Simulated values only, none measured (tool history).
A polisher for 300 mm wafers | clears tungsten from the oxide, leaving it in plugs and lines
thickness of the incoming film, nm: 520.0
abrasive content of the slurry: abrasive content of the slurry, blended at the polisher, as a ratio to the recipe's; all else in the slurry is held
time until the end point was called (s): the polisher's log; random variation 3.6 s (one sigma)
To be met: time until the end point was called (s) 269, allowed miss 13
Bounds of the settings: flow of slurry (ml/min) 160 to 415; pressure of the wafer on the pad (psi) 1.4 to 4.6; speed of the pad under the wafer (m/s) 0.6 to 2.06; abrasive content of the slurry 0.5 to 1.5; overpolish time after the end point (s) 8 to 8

run    day  flow of slurry (ml/min)  pressure of the wafer on the pad (psi)  speed of the pad under the wafer (m/s)  abrasive content of the slurry  overpolish time after the end point (s)  time until the end point was called (s)
  1      0                      265                                       3                                    1.32                               1                                        8                                   119.88
  2  0.217                      265                                     2.5                                     1.2                               1                                        8                                   153.22
  3  0.575                      265                                     2.5                                     1.2                               1                                        8                                   153.71
  4  0.796                      265                                     2.5                                     1.4                               1                                        8                                   129.21
  5  0.829                      260                                     2.1                                    1.24                               1                                        8                                   175.76
  6  1.021                      260                                     2.1                                    1.24                               1                                        8                                   175.12
  7  1.108                      255                                     1.9                                    1.18                               1                                        8                                   198.98
  8    1.4                      250                                     1.7                                    1.14                               1                                        8                                   233.19
  9  1.671                      250                                     1.7                                    1.14                               1                                        8                                   226.91
 10  1.746                      250                                     1.4                                    1.04                               1                                        8                                   305.55
 11  2.008                      250                                     1.5                                    1.04                               1                                        8                                   290.16

Which of these 5 next moves meets every target?
  A  2.271                      200                                     1.4                                    1.12                             0.9                                        8                                        ?
  B  2.271                      240                                     1.7                                    0.94                             1.1                                        8                                        ?
  C  2.271                      180                                     1.5                                    1.02                            0.95                                        8                                        ?
  D  2.271                      235                                     1.8                                    1.08                            0.95                                        8                                        ?
  E  2.271                      215                                     1.7                                    0.82                            1.15                                        8                                        ?

move  time until the end point was called (s)
   A                                   297.35
   B                                   266.59
   C                                   304.45
   D                                   232.93
   E                                   303.72
A: further off than the last run
B: meets every target
C: further off than the last run
D: takes the result that was furthest off past its target
E: further off than the last run
Answer: B
